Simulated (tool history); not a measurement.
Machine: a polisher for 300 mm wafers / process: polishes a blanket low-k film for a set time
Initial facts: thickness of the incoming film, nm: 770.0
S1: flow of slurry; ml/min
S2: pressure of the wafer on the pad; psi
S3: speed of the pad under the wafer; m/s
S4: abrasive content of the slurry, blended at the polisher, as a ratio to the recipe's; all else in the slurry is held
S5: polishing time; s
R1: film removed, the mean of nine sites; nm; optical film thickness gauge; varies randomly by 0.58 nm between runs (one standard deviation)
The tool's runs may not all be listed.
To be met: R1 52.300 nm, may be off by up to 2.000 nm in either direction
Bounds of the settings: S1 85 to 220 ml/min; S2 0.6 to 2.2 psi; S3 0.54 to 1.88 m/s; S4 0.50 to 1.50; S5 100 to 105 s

run 1 hour=0.0 | S1=140 S2=1.4 S3=1.20 S4=1.00 S5=100 | R1=35.121
run 2 hour=2.2 | S1=145 S2=1.5 S3=1.20 S4=1.00 S5=100 | R1=37.702
run 3 hour=8.9 | S1=145 S2=1.5 S3=1.20 S4=1.00 S5=105 | R1=39.130
run 4 hour=14.0 | S1=145 S2=1.6 S3=1.20 S4=1.00 S5=105 | R1=41.654
run 5 hour=20.0 | S1=145 S2=1.6 S3=1.20 S4=0.90 S5=105 | R1=39.914
run 6 hour=23.1 | S1=120 S2=1.6 S3=1.20 S4=0.90 S5=105 | R1=39.061
run 7 hour=29.6 | S1=120 S2=1.7 S3=1.20 S4=0.90 S5=105 | R1=41.624
run 8 hour=32.6 | S1=120 S2=1.8 S3=1.20 S4=0.90 S5=105 | R1=43.121
run 9 hour=37.5 | S1=125 S2=1.9 S3=1.20 S4=0.90 S5=105 | R1=46.532
run 10 hour=38.4 | S1=130 S2=1.9 S3=1.20 S4=0.90 S5=105 | R1=46.970
run 11 hour=41.5 | S1=135 S2=1.9 S3=1.20 S4=0.90 S5=105 | R1=46.630
run 12 hour=43.4 | S1=135 S2=2.0 S3=1.20 S4=0.90 S5=105 | R1=48.857

Next run, 4 choices. One meets every target within its allowed miss, the rest don't. Which?
run A hour=45.3 | S1=140 S2=1.9 S3=1.10 S4=0.95 S5=101 | R1=?
run B hour=45.3 | S1=185 S2=1.8 S3=1.22 S4=0.95 S5=100 | R1=?
run C hour=45.3 | S1=150 S2=2.0 S3=1.40 S4=0.80 S5=103 | R1=?
run D hour=45.3 | S1=145 S2=2.2 S3=1.06 S4=0.85 S5=105 | R1=?

move=A R1=43.909
move=B R1=46.331
move=C R1=51.901
move=D R1=48.117
A: moves away from the targets compared with the last run
B: moves away from the targets compared with the last run
C: every result lands within tolerance
D: moves away from the targets compared with the last run
Move C is the one to make.

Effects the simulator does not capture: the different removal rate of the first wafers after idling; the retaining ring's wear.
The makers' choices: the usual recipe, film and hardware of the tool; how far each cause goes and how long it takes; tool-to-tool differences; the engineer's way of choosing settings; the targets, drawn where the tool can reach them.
